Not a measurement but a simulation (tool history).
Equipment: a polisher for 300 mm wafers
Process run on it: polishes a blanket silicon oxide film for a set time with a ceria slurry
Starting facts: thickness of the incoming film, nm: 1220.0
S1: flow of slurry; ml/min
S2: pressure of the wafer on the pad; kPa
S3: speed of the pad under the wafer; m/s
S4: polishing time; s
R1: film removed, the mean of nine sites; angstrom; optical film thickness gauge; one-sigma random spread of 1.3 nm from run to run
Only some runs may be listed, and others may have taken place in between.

run	hour	S1	S2	S3	S4	R1
1	0	195	26.9	0.82	25	1038.2
2	0.8	195	26.9	0.82	22	918.55
3	6.9	195	26.9	0.82	22	913.36
4	15.8	175	26.9	0.82	22	896.44
5	24.6	150	26.9	0.82	22	870.4
6	31.8	170	29	0.82	22	946.19
7	39.6	190	31	0.82	22	1002.4
8	48	200	33.8	0.82	22	1076.7
9	55.1	210	35.9	0.82	22	1127.9

Run 10 has not been measured yet. What should we expect?
10	57.1	215	37.2	0.82	22	?

R1: 1182.9 angstrom
